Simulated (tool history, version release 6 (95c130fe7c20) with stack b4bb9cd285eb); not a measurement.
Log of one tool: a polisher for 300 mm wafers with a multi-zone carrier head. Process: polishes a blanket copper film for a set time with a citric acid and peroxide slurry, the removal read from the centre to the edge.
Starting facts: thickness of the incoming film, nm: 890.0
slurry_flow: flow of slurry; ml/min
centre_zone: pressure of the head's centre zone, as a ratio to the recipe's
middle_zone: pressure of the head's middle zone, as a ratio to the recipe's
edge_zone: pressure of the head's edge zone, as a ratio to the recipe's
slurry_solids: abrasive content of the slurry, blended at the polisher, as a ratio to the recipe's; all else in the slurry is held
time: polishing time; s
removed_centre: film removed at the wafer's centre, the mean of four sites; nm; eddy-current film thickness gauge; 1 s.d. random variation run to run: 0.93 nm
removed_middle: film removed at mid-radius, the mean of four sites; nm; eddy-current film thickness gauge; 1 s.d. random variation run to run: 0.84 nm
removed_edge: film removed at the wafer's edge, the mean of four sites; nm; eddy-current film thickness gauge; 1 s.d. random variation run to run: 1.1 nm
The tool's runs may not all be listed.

run 1 hour=0 | slurry_flow=260 centre_zone=1 middle_zone=1 edge_zone=1 slurry_solids=1 time=45 | removed_centre=115.32 removed_middle=108.42 removed_edge=110.53
run 2 hour=4.7 | slurry_flow=260 centre_zone=1 middle_zone=0.97 edge_zone=0.98 slurry_solids=0.9 time=43 | removed_centre=107.58 removed_middle=100.36 removed_edge=105.42
run 3 hour=9.7 | slurry_flow=315 centre_zone=1 middle_zone=0.97 edge_zone=0.98 slurry_solids=0.9 time=43 | removed_centre=109.45 removed_middle=101.67 removed_edge=108.1
run 4 hour=11.5 | slurry_flow=315 centre_zone=1 middle_zone=0.91 edge_zone=0.98 slurry_solids=0.9 time=43 | removed_centre=109.45 removed_middle=97.774 removed_edge=103.77
run 5 hour=18.7 | slurry_flow=310 centre_zone=1 middle_zone=0.89 edge_zone=0.96 slurry_solids=0.85 time=41 | removed_centre=102.72 removed_middle=91.133 removed_edge=99.831
run 6 hour=23.5 | slurry_flow=310 centre_zone=1.02 middle_zone=0.9 edge_zone=0.94 slurry_solids=0.8 time=38 | removed_centre=93.873 removed_middle=84.121 removed_edge=87.622
run 7 hour=30.3 | slurry_flow=305 centre_zone=1.02 middle_zone=0.88 edge_zone=0.94 slurry_solids=0.75 time=38 | removed_centre=95.057 removed_middle=82.598 removed_edge=86.98
run 8 hour=32.3 | slurry_flow=290 centre_zone=0.95 middle_zone=0.81 edge_zone=0.92 slurry_solids=0.5 time=34 | removed_centre=73.788 removed_middle=63.924 removed_edge=72.932
run 9 hour=39.1 | slurry_flow=295 centre_zone=0.97 middle_zone=0.82 edge_zone=0.93 slurry_solids=0.5 time=34 | removed_centre=73.734 removed_middle=63.413 removed_edge=72.333
run 10 hour=45 | slurry_flow=295 centre_zone=0.98 middle_zone=0.83 edge_zone=0.93 slurry_solids=0.55 time=34 | removed_centre=75.87 removed_middle=66.484 removed_edge=75.068

Run 11, settings as shown, results not yet in. Your forecast:
run 11 hour=50.7 | slurry_flow=295 centre_zone=1 middle_zone=0.84 edge_zone=0.93 slurry_solids=0.55 time=34 | removed_centre=? removed_middle=? removed_edge=?

{"run 11": {"removed_centre": 77.363, "removed_middle": 65.45, "removed_edge": 74.393}}

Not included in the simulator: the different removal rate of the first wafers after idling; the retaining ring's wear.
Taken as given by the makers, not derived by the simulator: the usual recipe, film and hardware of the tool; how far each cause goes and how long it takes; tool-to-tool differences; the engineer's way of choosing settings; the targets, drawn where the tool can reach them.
